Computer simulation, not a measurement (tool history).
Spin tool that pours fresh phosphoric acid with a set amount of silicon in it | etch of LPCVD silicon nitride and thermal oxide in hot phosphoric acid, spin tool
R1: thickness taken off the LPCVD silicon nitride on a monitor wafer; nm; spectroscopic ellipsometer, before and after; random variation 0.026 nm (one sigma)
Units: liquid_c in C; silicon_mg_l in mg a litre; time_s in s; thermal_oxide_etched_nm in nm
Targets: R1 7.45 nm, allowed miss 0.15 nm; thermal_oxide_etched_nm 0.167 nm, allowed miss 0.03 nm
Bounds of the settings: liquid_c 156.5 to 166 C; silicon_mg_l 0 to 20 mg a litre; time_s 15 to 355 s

Run 1, hour 0: liquid_c 161 C, silicon_mg_l 9 mg a litre, time_s 180 s. Result: R1 15.901 nm, thermal_oxide_etched_nm 0.40092 nm.
Run 2, hour 6.8: liquid_c 159.5 C, silicon_mg_l 9 mg a litre, time_s 180 s. Result: R1 15.137 nm, thermal_oxide_etched_nm 0.37212 nm.
Run 3, hour 10.6: liquid_c 159 C, silicon_mg_l 9 mg a litre, time_s 165 s. Result: R1 13.649 nm, thermal_oxide_etched_nm 0.32787 nm.
Run 4, hour 18.5: liquid_c 157.5 C, silicon_mg_l 9 mg a litre, time_s 165 s. Result: R1 13.037 nm, thermal_oxide_etched_nm 0.28997 nm.
Run 5, hour 24.3: liquid_c 157.5 C, silicon_mg_l 12.5 mg a litre, time_s 165 s. Result: R1 13.065 nm, thermal_oxide_etched_nm 0.26642 nm.
Run 6, hour 27.9: liquid_c 157.5 C, silicon_mg_l 12 mg a litre, time_s 150 s. Result: R1 11.81 nm, thermal_oxide_etched_nm 0.22419 nm.
At hour 35: dissolved silicon flow meter replaced.
Run 7, hour 35: liquid_c 157.5 C, silicon_mg_l 11 mg a litre, time_s 140 s. Result: R1 11.112 nm, thermal_oxide_etched_nm 0.2219 nm.
Run 8, hour 37.5: liquid_c 157.5 C, silicon_mg_l 10 mg a litre, time_s 130 s. Result: R1 10.186 nm, thermal_oxide_etched_nm 0.22444 nm.
Run 9, hour 41.7: liquid_c 157.5 C, silicon_mg_l 10 mg a litre, time_s 125 s. Result: R1 9.8382 nm, thermal_oxide_etched_nm 0.20471 nm.
Run 10, hour 44.2: liquid_c 157.5 C, silicon_mg_l 9.5 mg a litre, time_s 120 s. Result: R1 9.4213 nm, thermal_oxide_etched_nm 0.18704 nm.

Which of these 5 next moves meets every target?
Run A, hour 46.7: liquid_c 164.5 C, silicon_mg_l 0 mg a litre, time_s 65 s. Result: R1 ?, thermal_oxide_etched_nm ?.
Run B, hour 46.7: liquid_c 160 C, silicon_mg_l 1.5 mg a litre, time_s 80 s. Result: R1 ?, thermal_oxide_etched_nm ?.
Run C, hour 46.7: liquid_c 157.5 C, silicon_mg_l 7.5 mg a litre, time_s 95 s. Result: R1 ?, thermal_oxide_etched_nm ?.
Run D, hour 46.7: liquid_c 161.5 C, silicon_mg_l 0 mg a litre, time_s 80 s. Result: R1 ?, thermal_oxide_etched_nm ?.
Run E, hour 46.7: liquid_c 162.5 C, silicon_mg_l 0 mg a litre, time_s 80 s. Result: R1 ?, thermal_oxide_etched_nm ?.

move      R1  thermal_oxide_etched_nm
   A  6.4352                  0.22096
   B  6.8198                  0.19018
   C  7.4427                  0.16643
   D   7.171                  0.21841
   E  7.4136                  0.23505
A: takes the result that was furthest off past its target
B: takes the result that was furthest off past its target
C: meets every target
D: takes the result that was furthest off past its target
E: brings the result that was furthest off to its target, and leaves another outside
Move C is the one to make.

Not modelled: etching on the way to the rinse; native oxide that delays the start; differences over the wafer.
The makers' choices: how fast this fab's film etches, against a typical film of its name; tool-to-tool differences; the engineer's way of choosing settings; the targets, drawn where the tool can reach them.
